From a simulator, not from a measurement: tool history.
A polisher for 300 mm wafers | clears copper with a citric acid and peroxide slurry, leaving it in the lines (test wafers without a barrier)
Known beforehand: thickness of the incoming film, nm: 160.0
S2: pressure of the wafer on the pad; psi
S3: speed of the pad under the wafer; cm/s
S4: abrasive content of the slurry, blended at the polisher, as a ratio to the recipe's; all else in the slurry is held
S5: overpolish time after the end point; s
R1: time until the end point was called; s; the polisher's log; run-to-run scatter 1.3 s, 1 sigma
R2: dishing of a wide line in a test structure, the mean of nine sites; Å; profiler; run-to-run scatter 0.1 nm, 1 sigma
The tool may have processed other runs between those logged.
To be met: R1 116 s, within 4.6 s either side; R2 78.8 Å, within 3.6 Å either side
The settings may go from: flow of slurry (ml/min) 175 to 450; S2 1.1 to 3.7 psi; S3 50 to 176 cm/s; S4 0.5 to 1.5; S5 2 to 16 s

Run 1, hour 0: flow of slurry (ml/min) 290, S2 2.4 psi, S3 112 cm/s, S4 1, S5 8 s. Result: R1 65.956 s, R2 132.69 Å.
Run 2, hour 4.1: flow of slurry (ml/min) 360, S2 2.4 psi, S3 112 cm/s, S4 1, S5 8 s. Result: R1 64.811 s, R2 137.78 Å.
Run 3, hour 7.5: flow of slurry (ml/min) 360, S2 2.4 psi, S3 112 cm/s, S4 0.85, S5 8 s. Result: R1 66.593 s, R2 135.29 Å.
Run 4, hour 12.2: flow of slurry (ml/min) 360, S2 2.2 psi, S3 112 cm/s, S4 0.85, S5 8 s. Result: R1 70.11 s, R2 126.94 Å.
Run 5, hour 17.5: flow of slurry (ml/min) 360, S2 2.2 psi, S3 112 cm/s, S4 0.85, S5 10 s. Result: R1 70.342 s, R2 160.99 Å.
Run 6, hour 19: flow of slurry (ml/min) 360, S2 2.2 psi, S3 98 cm/s, S4 0.85, S5 10 s. Result: R1 79.918 s, R2 137.41 Å.
Run 7, hour 24.9: flow of slurry (ml/min) 360, S2 2 psi, S3 98 cm/s, S4 0.85, S5 10 s. Result: R1 82.854 s, R2 132.24 Å.
Run 8, hour 28.2: flow of slurry (ml/min) 360, S2 1.8 psi, S3 96 cm/s, S4 0.85, S5 10 s. Result: R1 90.381 s, R2 124.85 Å.
Run 9, hour 32: flow of slurry (ml/min) 360, S2 1.7 psi, S3 94 cm/s, S4 0.85, S5 10 s. Result: R1 94.463 s, R2 119.45 Å.
Run 10, hour 40.2: flow of slurry (ml/min) 360, S2 1.7 psi, S3 94 cm/s, S4 0.85, S5 10 s. Result: R1 94.27 s, R2 116.73 Å.
Run 11, hour 45: flow of slurry (ml/min) 360, S2 1.6 psi, S3 92 cm/s, S4 0.85, S5 10 s. Result: R1 100.97 s, R2 112.73 Å.

Which single option among these 4 for the next run brings every result within its allowed miss of target? Just one does.
Run A, hour 49.8: flow of slurry (ml/min) 405, S2 1.5 psi, S3 90 cm/s, S4 1, S5 7 s. Result: R1 ?, R2 ?.
Run B, hour 49.8: flow of slurry (ml/min) 375, S2 1.7 psi, S3 82 cm/s, S4 1, S5 8 s. Result: R1 ?, R2 ?.
Run C, hour 49.8: flow of slurry (ml/min) 325, S2 1.1 psi, S3 96 cm/s, S4 0.85, S5 8 s. Result: R1 ?, R2 ?.
Run D, hour 49.8: flow of slurry (ml/min) 410, S2 1.2 psi, S3 118 cm/s, S4 0.55, S5 12 s. Result: R1 ?, R2 ?.

move      R1      R2
   A  103.59  77.867
   B  107.05  85.844
   C  117.25  78.395
   D   98.55  135.26
A: corrects the largest miss of the last run, while another result sits out of spec
B: nearer than the last run, and not there yet
C: each result inside its tolerance
D: lands further from the targets than the last run did
C meets every target.

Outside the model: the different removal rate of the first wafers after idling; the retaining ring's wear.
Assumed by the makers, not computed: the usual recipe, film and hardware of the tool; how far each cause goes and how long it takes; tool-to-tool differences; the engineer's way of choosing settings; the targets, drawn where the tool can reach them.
